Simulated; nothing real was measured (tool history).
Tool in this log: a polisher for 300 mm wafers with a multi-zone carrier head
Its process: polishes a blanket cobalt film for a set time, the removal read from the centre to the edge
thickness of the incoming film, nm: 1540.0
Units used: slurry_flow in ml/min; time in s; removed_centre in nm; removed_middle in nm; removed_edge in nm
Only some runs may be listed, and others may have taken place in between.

run    day  slurry_flow  centre_zone  middle_zone  edge_zone  time  removed_centre  removed_middle  removed_edge
  1      0          140            1            1          1    81          505.26          515.67        523.04
  2  0.279          140            1            1       0.94    81          518.43           513.6        518.35
  3   0.45          155            1         1.05       0.95    82          535.37           555.5        531.41
  4  0.683          155            1         1.13       0.95    82          529.28          596.04        527.94
  5  0.917          155         1.03         1.13       0.95    82          538.85          595.86        521.53
  6  1.158          135         1.03         1.13       0.95    82           537.3          583.77        515.22
  7  1.362          135         1.03         1.13       0.95    82          534.01          583.79        513.38
  8  1.617          150         1.03         1.15       0.96    83          559.52             603        536.02
       1.8  -- edge zone pressure recalibrated
  9    1.8          150         1.03         1.15       0.96    83          546.24          608.38         519.7
 10  1.888          155         1.02         1.16       0.96    84          553.54          624.02        515.84

Run 11 comes next. What will it give?
 11  2.238          150            1         1.15       0.96    87               ?               ?             ?

{"run 11": {"removed_centre": 556.15, "removed_middle": 641.32, "removed_edge": 530.7}}

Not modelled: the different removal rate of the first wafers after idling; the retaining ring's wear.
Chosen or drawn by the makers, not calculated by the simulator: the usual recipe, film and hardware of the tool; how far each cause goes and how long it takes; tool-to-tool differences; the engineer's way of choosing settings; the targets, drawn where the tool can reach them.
